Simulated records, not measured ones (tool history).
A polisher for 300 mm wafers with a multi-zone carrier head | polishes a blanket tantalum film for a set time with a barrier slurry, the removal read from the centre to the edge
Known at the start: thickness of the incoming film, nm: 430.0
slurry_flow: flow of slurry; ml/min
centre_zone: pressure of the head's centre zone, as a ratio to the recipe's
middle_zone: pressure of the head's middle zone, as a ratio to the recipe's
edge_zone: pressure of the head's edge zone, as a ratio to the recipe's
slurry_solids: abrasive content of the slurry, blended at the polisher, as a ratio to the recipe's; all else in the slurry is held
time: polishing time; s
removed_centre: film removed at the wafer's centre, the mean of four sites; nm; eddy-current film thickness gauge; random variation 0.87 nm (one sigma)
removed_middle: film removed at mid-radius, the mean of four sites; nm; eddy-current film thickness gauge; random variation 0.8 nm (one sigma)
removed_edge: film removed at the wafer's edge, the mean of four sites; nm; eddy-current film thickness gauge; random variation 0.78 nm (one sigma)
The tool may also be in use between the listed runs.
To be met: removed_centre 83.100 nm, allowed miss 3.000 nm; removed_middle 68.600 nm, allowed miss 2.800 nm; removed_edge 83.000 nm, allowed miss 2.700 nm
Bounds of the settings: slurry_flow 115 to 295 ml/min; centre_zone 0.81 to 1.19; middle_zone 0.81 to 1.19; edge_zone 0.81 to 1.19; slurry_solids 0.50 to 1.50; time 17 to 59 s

run,hour,slurry_flow,centre_zone,middle_zone,edge_zone,slurry_solids,time,removed_centre,removed_middle,removed_edge
1,0.0,190,1.00,1.00,1.00,1.00,38,60.725,63.313,62.434
2,4.0,195,1.03,0.97,1.04,1.15,38,64.366,62.077,65.602
3,9.3,195,1.08,0.97,1.04,1.15,38,68.913,62.727,65.207
4,16.3,195,1.08,0.97,1.04,1.15,30,54.079,50.233,51.871
5,22.8,200,1.08,0.96,1.07,1.25,33,60.952,55.369,59.856
6,27.1,200,1.08,0.88,1.07,1.25,33,61.674,50.914,60.402
7,33.8,210,1.09,0.89,1.09,1.30,35,67.365,55.671,63.894
8,35.3,200,1.08,0.89,1.10,1.35,37,68.643,59.434,68.266
9,36.7,210,1.08,0.88,1.12,1.40,38,71.969,61.411,71.832
10,41.9,215,1.08,0.87,1.13,1.45,39,74.326,63.013,74.194
11,43.1,215,1.08,0.86,1.14,1.45,40,78.733,63.773,76.394
12,45.6,220,1.07,0.86,1.15,1.45,41,78.406,65.422,79.613

4 next moves are on the table. One of them brings every result within its allowed miss. Which?
A,48.1,195,1.10,0.86,1.14,1.50,43,?,?,?
B,48.1,215,0.98,0.87,1.17,1.50,42,?,?,?
C,48.1,200,1.13,0.98,1.05,1.50,39,?,?,?
D,48.1,230,1.10,0.89,1.15,1.35,41,?,?,?

move,removed_centre,removed_middle,removed_edge
A,85.188,68.940,83.324
B,75.187,68.935,83.300
C,79.771,69.958,72.576
D,81.476,67.637,79.353
A: meets every target
B: further off than the last run
C: further off than the last run
D: brings the result that was furthest off to its target, and leaves another outside
Move A is the one to make.

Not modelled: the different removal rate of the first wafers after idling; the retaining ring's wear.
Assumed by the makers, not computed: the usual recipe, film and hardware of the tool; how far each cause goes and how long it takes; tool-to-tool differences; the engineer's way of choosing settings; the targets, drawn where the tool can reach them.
